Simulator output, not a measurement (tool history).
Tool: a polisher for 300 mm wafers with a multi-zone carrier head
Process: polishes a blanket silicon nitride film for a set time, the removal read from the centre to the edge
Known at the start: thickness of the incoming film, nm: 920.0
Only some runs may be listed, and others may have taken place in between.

run  hour  flow of slurry (ml/min)  pressure of the head's centre zone  pressure of the head's middle zone  pressure of the head's edge zone  polishing time (s)  film removed at the wafer's centre (Å)  film removed at mid-radius (Å)  film removed at the wafer's edge (Å)
  1     0                      230                                   1                                   1                                 1                  35                                  793.41                          810.09                                791.46
  2     3                      250                                1.03                                1.06                              1.05                  36                                   843.8                          868.07                                 841.1
  3   9.7                      250                                1.03                                1.06                               1.1                  36                                  850.87                          869.39                                861.44
  4  18.5                      265                                1.05                                 1.1                               1.1                  37                                   896.7                          924.79                                 895.8
  5  19.2                      265                                1.05                                 1.1                               1.1                  45                                    1095                          1126.6                                1077.5
  6    25                      265                                1.05                                 1.1                               1.1                  52                                    1276                          1293.7                                1255.8
  7  29.3                      265                                1.05                                 1.1                               1.1                  52                                  1258.4                          1312.5                                1231.9
  8  32.3                      245                                1.02                                1.06                              1.02                  51                                  1194.1                          1238.4                                1171.4

Predict the results of run 9:
  9  35.2                      230                                   1                                1.04                              0.96                  50                                       ?                               ?                                     ?

For run 9 the tool returned film removed at the wafer's centre (Å) 1134.6, film removed at mid-radius (Å) 1172.8, film removed at the wafer's edge (Å) 1109.1.

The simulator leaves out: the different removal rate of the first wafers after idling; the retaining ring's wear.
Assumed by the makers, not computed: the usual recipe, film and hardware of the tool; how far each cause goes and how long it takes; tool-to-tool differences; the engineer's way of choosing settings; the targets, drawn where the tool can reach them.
